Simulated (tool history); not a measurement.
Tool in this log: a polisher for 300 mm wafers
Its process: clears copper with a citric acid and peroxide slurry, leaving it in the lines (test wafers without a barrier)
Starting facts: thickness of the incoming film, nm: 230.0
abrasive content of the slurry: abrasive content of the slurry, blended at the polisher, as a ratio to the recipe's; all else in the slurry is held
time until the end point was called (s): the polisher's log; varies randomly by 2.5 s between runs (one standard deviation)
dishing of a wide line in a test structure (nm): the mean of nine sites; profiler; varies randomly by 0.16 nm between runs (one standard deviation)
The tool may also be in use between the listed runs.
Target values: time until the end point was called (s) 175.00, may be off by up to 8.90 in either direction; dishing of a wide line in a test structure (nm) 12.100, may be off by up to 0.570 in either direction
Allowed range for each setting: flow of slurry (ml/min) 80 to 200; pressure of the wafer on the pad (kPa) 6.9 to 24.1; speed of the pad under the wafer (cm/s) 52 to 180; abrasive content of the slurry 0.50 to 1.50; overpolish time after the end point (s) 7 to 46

run,hour,flow of slurry (ml/min),pressure of the wafer on the pad (kPa),speed of the pad under the wafer (cm/s),abrasive content of the slurry,overpolish time after the end point (s),time until the end point was called (s),dishing of a wide line in a test structure (nm)
1,0.0,130,15.2,116,1.00,24,140.59,25.610
2,2.6,135,13.8,116,1.00,20,149.83,21.238
3,4.2,140,13.1,116,1.00,17,152.41,17.381
4,12.9,140,12.4,116,1.00,16,153.57,16.563
5,18.6,140,12.4,116,0.80,16,162.92,15.386
6,19.8,140,11.7,116,0.80,15,167.39,13.922
7,25.4,140,11.7,116,0.80,14,173.97,13.161
8,28.4,140,11.7,116,0.80,14,170.07,13.395
9,29.3,140,11.7,116,0.80,14,174.60,13.553
# hour 35.7: slurry nozzle cleaned
10,35.7,145,11.7,116,0.80,13,153.71,13.545
11,38.2,140,11.7,116,0.80,13,153.33,13.485
12,45.9,140,11.0,116,0.80,13,160.37,12.872

Which of these 5 next moves meets every target?
A,53.6,105,7.6,150,0.80,16,?,?
B,53.6,110,8.3,132,0.95,13,?,?
C,53.6,135,11.0,118,0.80,15,?,?
D,53.6,140,8.3,128,0.85,15,?,?
E,53.6,145,9.0,144,0.90,13,?,?

move,time until the end point was called (s),dishing of a wide line in a test structure (nm)
A,176.49,14.760
B,177.65,12.123
C,163.41,15.051
D,176.67,13.923
E,150.88,14.132
A: puts the biggest miss on target and leaves a different result outside tolerance
B: all results in spec
C: the biggest miss grows against the last run
D: puts the biggest miss on target and leaves a different result outside tolerance
E: the biggest miss grows against the last run
B is the move that brings every result within its allowed miss.

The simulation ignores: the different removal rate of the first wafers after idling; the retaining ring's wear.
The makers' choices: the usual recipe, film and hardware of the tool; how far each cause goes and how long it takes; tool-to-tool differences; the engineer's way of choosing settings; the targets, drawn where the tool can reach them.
